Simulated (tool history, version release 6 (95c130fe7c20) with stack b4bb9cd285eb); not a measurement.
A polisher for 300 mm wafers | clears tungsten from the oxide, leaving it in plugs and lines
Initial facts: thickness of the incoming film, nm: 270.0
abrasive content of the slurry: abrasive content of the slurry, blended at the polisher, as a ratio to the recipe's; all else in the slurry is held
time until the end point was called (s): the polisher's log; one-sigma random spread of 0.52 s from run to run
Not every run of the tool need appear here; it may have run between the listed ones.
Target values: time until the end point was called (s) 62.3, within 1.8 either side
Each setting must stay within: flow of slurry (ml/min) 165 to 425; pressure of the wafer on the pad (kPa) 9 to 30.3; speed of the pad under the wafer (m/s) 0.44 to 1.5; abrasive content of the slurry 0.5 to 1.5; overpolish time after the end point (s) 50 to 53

| run | day | flow of slurry (ml/min) | pressure of the wafer on the pad (kPa) | speed of the pad under the wafer (m/s) | abrasive content of the slurry | overpolish time after the end point (s) | time until the end point was called (s) |
|---|---|---|---|---|---|---|---|
| 1 | 0 | 275 | 19.3 | 0.96 | 1 | 50 | 103.96 |
| 2 | 0.079 | 275 | 22.1 | 0.96 | 1 | 50 | 94.35 |
| 3 | 0.212 | 275 | 24.1 | 0.98 | 1 | 50 | 84.715 |
| 4 | 0.504 | 275 | 24.1 | 0.98 | 1 | 50 | 83.604 |
| 5 | 0.858 | 275 | 24.1 | 0.98 | 1 | 53 | 83.4 |
| 6 | 1.067 | 275 | 25.5 | 0.98 | 1 | 53 | 79.426 |
| 7 | 1.404 | 275 | 26.9 | 0.98 | 1 | 53 | 75.173 |
| 8 | 1.546 | 275 | 27.6 | 1 | 1 | 53 | 72.6 |
| 9 | 1.879 | 275 | 28.3 | 1.02 | 1 | 53 | 67.762 |
| 10 | 2.075 | 275 | 29 | 1.02 | 1 | 53 | 67.508 |
| 11 | 2.183 | 275 | 29.6 | 1.02 | 1 | 53 | 65.404 |

Exactly one of the 4 candidate moves below puts every result within its allowed miss. Which one?
| A | 2.292 | 275 | 30.3 | 1.12 | 1.15 | 53 | ? |
| B | 2.292 | 310 | 30.3 | 1.02 | 0.85 | 53 | ? |
| C | 2.292 | 290 | 30.3 | 1.14 | 1 | 50 | ? |
| D | 2.292 | 340 | 29.6 | 1.1 | 0.85 | 53 | ? |

| move | time until the end point was called (s) |
|---|---|
| A | 56.749 |
| B | 65.817 |
| C | 57.298 |
| D | 62.055 |
A: pushes the last run's worst result past its target
B: the biggest miss grows against the last run
C: pushes the last run's worst result past its target
D: every result within its allowed miss
Answer: D

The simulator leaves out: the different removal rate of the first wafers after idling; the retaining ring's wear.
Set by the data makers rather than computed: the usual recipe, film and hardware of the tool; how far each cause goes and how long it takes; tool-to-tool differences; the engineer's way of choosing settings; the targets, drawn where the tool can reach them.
